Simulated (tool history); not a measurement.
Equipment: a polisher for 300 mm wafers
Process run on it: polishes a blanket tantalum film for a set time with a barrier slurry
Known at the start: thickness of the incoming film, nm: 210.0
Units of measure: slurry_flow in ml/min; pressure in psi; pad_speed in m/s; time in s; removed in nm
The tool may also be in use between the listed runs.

{"run": 1, "day": 0.0, "slurry_flow": 180, "pressure": 1.4, "pad_speed": 0.86, "slurry_solids": 1.0, "time": 59, "removed": 48.45}
{"run": 2, "day": 0.108, "slurry_flow": 180, "pressure": 1.4, "pad_speed": 0.86, "slurry_solids": 1.0, "time": 62, "removed": 49.421}
{"run": 3, "day": 0.346, "slurry_flow": 185, "pressure": 1.6, "pad_speed": 0.88, "slurry_solids": 1.0, "time": 62, "removed": 58.878}
{"run": 4, "day": 0.617, "slurry_flow": 185, "pressure": 1.6, "pad_speed": 0.7, "slurry_solids": 1.0, "time": 62, "removed": 49.648}
{"run": 5, "day": 0.892, "slurry_flow": 185, "pressure": 1.6, "pad_speed": 0.7, "slurry_solids": 0.8, "time": 62, "removed": 47.538}
{"day": 1.258, "done": "slurry nozzle cleaned"}
{"run": 6, "day": 1.258, "slurry_flow": 185, "pressure": 1.6, "pad_speed": 0.9, "slurry_solids": 0.8, "time": 62, "removed": 60.908}

For run 7, what comes out?
{"run": 7, "day": 1.396, "slurry_flow": 190, "pressure": 1.8, "pad_speed": 0.9, "slurry_solids": 0.8, "time": 62, "removed": "?"}

Run 7 gave removed 69.013 nm.
